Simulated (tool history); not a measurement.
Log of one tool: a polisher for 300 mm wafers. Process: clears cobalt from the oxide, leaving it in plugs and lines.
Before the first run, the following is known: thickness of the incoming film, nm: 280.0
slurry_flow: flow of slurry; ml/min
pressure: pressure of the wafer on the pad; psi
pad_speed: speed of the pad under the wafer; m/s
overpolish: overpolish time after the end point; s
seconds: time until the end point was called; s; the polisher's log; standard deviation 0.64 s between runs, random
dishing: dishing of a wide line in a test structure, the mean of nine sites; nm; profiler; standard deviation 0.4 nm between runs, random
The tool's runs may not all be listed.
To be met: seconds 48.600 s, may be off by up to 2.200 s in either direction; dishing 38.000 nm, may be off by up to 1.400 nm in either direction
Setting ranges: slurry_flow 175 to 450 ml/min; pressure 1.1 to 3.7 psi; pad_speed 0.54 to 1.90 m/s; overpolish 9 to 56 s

run	day	slurry_flow	pressure	pad_speed	overpolish	seconds	dishing
1	0.000	290	2.4	1.22	29	41.742	56.391
2	0.292	245	2.4	1.22	29	42.325	55.706
3	0.550	245	2.1	1.22	29	48.313	56.015
4	0.829	225	2.5	1.04	23	48.518	53.549
5	1.121	195	2.5	1.04	23	49.891	54.458
6	1.212	195	2.5	1.04	32	49.599	56.782
7	1.442	265	2.6	0.94	26	51.502	55.265
8	1.492	240	2.3	1.08	21	50.906	52.941
9	1.800	240	2.3	1.08	21	51.159	51.763
10	1.829	300	2.0	1.22	18	50.790	50.123
11	1.854	340	1.8	1.34	16	51.167	48.322
12	1.967	340	1.8	1.34	16	51.222	49.307
13	2.150	370	1.6	1.46	14	52.469	45.724
14	2.404	390	1.5	1.58	13	50.697	44.877
15	2.504	405	1.4	1.66	12	51.910	42.372
16	2.592	450	1.2	1.90	9	51.975	36.057
17	2.762	415	1.3	1.88	11	48.482	42.566
18	3.025	425	1.4	1.84	10	47.207	41.895

Exactly one of the 4 candidate moves below puts every result within its allowed miss. Which one?
A	3.288	450	1.5	1.66	9	?	?
B	3.288	430	1.4	1.78	11	?	?
C	3.288	435	1.4	1.66	17	?	?
D	3.288	385	1.4	1.80	13	?	?

move	seconds	dishing
A	48.329	38.468
B	48.329	42.727
C	51.710	49.758
D	48.134	46.162
A: every result within its allowed miss
B: lands further from the targets than the last run did
C: lands further from the targets than the last run did
D: lands further from the targets than the last run did
Go with A: it meets all targets.
